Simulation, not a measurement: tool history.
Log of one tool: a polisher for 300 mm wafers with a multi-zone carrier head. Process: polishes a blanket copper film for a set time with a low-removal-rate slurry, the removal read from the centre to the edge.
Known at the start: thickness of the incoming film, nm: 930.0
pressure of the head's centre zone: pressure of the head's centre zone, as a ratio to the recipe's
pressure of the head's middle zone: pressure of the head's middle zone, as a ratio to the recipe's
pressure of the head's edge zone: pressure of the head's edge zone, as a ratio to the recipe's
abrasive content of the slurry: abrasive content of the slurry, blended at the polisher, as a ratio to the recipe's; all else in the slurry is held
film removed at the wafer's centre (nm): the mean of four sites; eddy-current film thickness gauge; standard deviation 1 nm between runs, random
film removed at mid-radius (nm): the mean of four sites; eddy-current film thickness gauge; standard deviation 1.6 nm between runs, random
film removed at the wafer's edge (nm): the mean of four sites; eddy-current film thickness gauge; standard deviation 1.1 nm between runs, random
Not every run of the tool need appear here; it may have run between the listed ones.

run,day,flow of slurry (ml/min),pressure of the head's centre zone,pressure of the head's middle zone,pressure of the head's edge zone,abrasive content of the slurry,polishing time (s),film removed at the wafer's centre (nm),film removed at mid-radius (nm),film removed at the wafer's edge (nm)
1,0,145,1,1,1,1,62,161.3,156.51,167.25
2,0.3,135,0.96,0.99,0.97,0.85,59,141.19,145.83,149
3,0.383,135,0.96,0.99,0.9,0.85,59,141.67,146.26,142.89
4,0.725,135,0.96,0.99,0.85,0.85,59,142.78,144.53,140.32
5,0.996,125,0.92,0.96,0.86,0.75,57,124.69,129.4,131.94
6,1.3,120,0.9,0.96,0.85,0.7,56,117.42,126,124.9
7,1.525,115,0.88,0.94,0.85,0.65,56,112.22,117.55,123.34
8,1.567,110,0.86,0.94,0.84,0.6,56,105.53,116.32,120.57

Forecast run 9:
9,1.838,105,0.86,0.94,0.83,0.6,56,?,?,?

film removed at the wafer's centre (nm): 104.79
film removed at mid-radius (nm): 114.46
film removed at the wafer's edge (nm): 116.97
